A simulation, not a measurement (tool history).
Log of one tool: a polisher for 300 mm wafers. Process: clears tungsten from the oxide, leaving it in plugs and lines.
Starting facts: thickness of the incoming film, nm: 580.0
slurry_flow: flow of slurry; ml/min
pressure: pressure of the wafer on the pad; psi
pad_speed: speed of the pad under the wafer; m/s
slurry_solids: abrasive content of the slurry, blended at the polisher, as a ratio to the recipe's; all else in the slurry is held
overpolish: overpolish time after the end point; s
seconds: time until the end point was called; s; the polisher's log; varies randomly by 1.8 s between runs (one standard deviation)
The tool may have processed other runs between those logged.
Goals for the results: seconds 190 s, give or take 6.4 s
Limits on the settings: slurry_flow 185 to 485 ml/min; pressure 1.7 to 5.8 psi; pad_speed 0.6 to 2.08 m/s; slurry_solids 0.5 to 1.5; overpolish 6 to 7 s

run 1 hour=0 | slurry_flow=310 pressure=3.7 pad_speed=1.34 slurry_solids=1 overpolish=7 | seconds=78.326
run 2 hour=4.1 | slurry_flow=310 pressure=3.3 pad_speed=1.24 slurry_solids=1 overpolish=7 | seconds=94.695
run 3 hour=6.9 | slurry_flow=310 pressure=3.3 pad_speed=0.96 slurry_solids=1 overpolish=7 | seconds=118.31
run 4 hour=11.5 | slurry_flow=310 pressure=3.3 pad_speed=0.96 slurry_solids=1 overpolish=7 | seconds=119.59
run 5 hour=18.2 | slurry_flow=345 pressure=3.3 pad_speed=0.96 slurry_solids=1 overpolish=7 | seconds=118.31
run 6 hour=20.7 | slurry_flow=345 pressure=3 pad_speed=0.94 slurry_solids=1 overpolish=7 | seconds=130.77
run 7 hour=28 | slurry_flow=345 pressure=2.7 pad_speed=0.94 slurry_solids=1 overpolish=7 | seconds=145.12
run 8 hour=33.2 | slurry_flow=345 pressure=1.7 pad_speed=0.92 slurry_solids=1 overpolish=7 | seconds=230.15
run 9 hour=41.4 | slurry_flow=350 pressure=1.8 pad_speed=0.92 slurry_solids=1 overpolish=7 | seconds=216.43
run 10 hour=48.3 | slurry_flow=355 pressure=1.9 pad_speed=0.92 slurry_solids=1 overpolish=7 | seconds=209.81

Pick the move, out of 5, that brings all results within their allowed miss; only one does.
run A hour=55.2 | slurry_flow=280 pressure=2.1 pad_speed=0.86 slurry_solids=1 overpolish=7 | seconds=?
run B hour=55.2 | slurry_flow=405 pressure=2.3 pad_speed=0.68 slurry_solids=1.1 overpolish=7 | seconds=?
run C hour=55.2 | slurry_flow=340 pressure=2.1 pad_speed=1.02 slurry_solids=0.7 overpolish=7 | seconds=?
run D hour=55.2 | slurry_flow=335 pressure=1.7 pad_speed=0.96 slurry_solids=1.3 overpolish=6 | seconds=?
run E hour=55.2 | slurry_flow=355 pressure=1.7 pad_speed=1.06 slurry_solids=0.9 overpolish=7 | seconds=?

move=A seconds=203.78
move=B seconds=212.95
move=C seconds=191.43
move=D seconds=207.8
move=E seconds=210.22
A: better than the last run, though not everything is in spec
B: lands further from the targets than the last run did
C: all results in spec
D: better than the last run, though not everything is in spec
E: no nearer and no further than the last run
C meets every target.

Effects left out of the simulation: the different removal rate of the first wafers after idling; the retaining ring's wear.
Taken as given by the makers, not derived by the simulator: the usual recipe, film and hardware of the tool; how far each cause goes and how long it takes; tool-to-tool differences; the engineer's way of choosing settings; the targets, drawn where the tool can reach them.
